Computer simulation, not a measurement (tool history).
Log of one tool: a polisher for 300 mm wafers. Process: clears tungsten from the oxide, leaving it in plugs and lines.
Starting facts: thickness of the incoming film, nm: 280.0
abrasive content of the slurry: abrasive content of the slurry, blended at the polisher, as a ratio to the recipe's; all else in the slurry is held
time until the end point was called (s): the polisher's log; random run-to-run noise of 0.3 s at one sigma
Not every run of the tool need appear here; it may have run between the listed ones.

| run | hour | flow of slurry (ml/min) | pressure of the wafer on the pad (psi) | speed of the pad under the wafer (m/s) | abrasive content of the slurry | overpolish time after the end point (s) | time until the end point was called (s) |
|---|---|---|---|---|---|---|---|
| 1 | 0 | 230 | 3.9 | 1.36 | 1 | 42 | 34.148 |
| 2 | 4.7 | 230 | 4.1 | 1.36 | 1 | 42 | 32.775 |
| 3 | 6.2 | 230 | 4.3 | 1.36 | 1 | 42 | 30.863 |
| 4 | 9.3 | 230 | 4.3 | 1.36 | 1.1 | 42 | 30.912 |
| 5 | 12.6 | 280 | 4.3 | 1.36 | 1.1 | 42 | 30.211 |
| 6 | 20.3 | 280 | 3.4 | 1.36 | 1.1 | 42 | 37.999 |

For run 7, what comes out?
| 7 | 23.9 | 280 | 3.7 | 1.36 | 1.1 | 42 | ? |

{"run 7": {"time until the end point was called (s)": 34.69}}

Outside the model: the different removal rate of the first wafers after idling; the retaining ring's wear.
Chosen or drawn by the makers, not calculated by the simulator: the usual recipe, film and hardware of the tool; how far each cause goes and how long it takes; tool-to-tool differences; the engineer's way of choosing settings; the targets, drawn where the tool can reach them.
